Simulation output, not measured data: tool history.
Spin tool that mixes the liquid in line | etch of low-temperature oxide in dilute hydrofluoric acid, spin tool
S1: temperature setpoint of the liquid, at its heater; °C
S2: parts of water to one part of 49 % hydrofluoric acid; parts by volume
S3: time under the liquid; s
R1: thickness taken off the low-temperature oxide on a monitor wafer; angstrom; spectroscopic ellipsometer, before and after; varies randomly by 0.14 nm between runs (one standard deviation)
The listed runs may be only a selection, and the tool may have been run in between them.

run  hour    S1   S2   S3      R1
  1   0.0  21.0  185  265  170.20
  2   7.6  17.5  185  265  150.06
  3   8.3  18.5  185  265  155.58
  4  16.3  18.5  185  265  156.70
  5  24.9  18.5  220  265  127.01
  6  26.3  20.0  220  265  135.36

Run 7 has not been measured yet. What should we expect?
  7  32.0  24.0  215  265   ?

R1: 160.01 angstrom

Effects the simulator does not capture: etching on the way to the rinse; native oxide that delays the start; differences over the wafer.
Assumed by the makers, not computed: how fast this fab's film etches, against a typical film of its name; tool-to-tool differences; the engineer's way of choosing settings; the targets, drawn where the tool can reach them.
